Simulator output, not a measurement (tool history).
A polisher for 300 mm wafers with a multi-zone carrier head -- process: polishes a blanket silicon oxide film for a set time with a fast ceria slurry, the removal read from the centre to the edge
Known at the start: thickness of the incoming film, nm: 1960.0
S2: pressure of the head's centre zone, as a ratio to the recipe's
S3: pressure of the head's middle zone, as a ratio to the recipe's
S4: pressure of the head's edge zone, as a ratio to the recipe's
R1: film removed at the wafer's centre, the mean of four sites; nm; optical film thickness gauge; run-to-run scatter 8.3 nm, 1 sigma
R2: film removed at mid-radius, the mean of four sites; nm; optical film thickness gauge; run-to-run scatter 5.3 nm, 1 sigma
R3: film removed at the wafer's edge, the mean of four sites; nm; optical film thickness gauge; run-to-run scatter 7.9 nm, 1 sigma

run 1 hour=0.0 | flow_of_slurry_(ml/min)=160 S2=1.00 S3=1.00 S4=1.00 polishing_time_(s)=48 | R1=559.03 R2=573.79 R3=586.51
run 2 hour=4.9 | flow_of_slurry_(ml/min)=170 S2=1.00 S3=1.02 S4=1.01 polishing_time_(s)=49 | R1=579.91 R2=602.80 R3=599.62
run 3 hour=9.4 | flow_of_slurry_(ml/min)=170 S2=0.92 S3=1.02 S4=1.01 polishing_time_(s)=49 | R1=534.44 R2=592.30 R3=595.28
run 4 hour=13.2 | flow_of_slurry_(ml/min)=170 S2=0.92 S3=0.96 S4=1.01 polishing_time_(s)=49 | R1=521.13 R2=571.58 R3=591.42
run 5 hour=15.4 | flow_of_slurry_(ml/min)=175 S2=0.92 S3=0.99 S4=1.01 polishing_time_(s)=50 | R1=543.68 R2=601.89 R3=614.59
run 6 hour=21.9 | flow_of_slurry_(ml/min)=175 S2=0.92 S3=0.99 S4=1.07 polishing_time_(s)=50 | R1=542.59 R2=601.82 R3=624.57
run 7 hour=29.6 | flow_of_slurry_(ml/min)=180 S2=0.93 S3=1.02 S4=1.07 polishing_time_(s)=51 | R1=553.48 R2=641.98 R3=647.18
run 8 hour=35.2 | flow_of_slurry_(ml/min)=185 S2=0.95 S3=1.04 S4=1.07 polishing_time_(s)=51 | R1=587.48 R2=647.30 R3=646.68
run 9 hour=39.4 | flow_of_slurry_(ml/min)=190 S2=0.95 S3=1.06 S4=1.07 polishing_time_(s)=52 | R1=604.67 R2=672.45 R3=661.38
run 10 hour=43.8 | flow_of_slurry_(ml/min)=195 S2=0.95 S3=1.08 S4=1.07 polishing_time_(s)=53 | R1=603.03 R2=693.78 R3=673.16
run 11 hour=48.6 | flow_of_slurry_(ml/min)=200 S2=0.96 S3=1.09 S4=1.07 polishing_time_(s)=54 | R1=619.07 R2=725.47 R3=705.52
run 12 hour=54.6 | flow_of_slurry_(ml/min)=205 S2=0.97 S3=1.10 S4=1.05 polishing_time_(s)=54 | R1=649.07 R2=720.62 R3=680.29
run 13 hour=56.1 | flow_of_slurry_(ml/min)=210 S2=0.97 S3=1.11 S4=1.05 polishing_time_(s)=54 | R1=638.75 R2=736.63 R3=692.14

Run 14 comes next. What will it give?
run 14 hour=58.1 | flow_of_slurry_(ml/min)=215 S2=0.98 S3=1.12 S4=1.05 polishing_time_(s)=54 | R1=? R2=? R3=?

Logged for run 14: R1 655.81 nm, R2 741.58 nm, R3 697.74 nm.
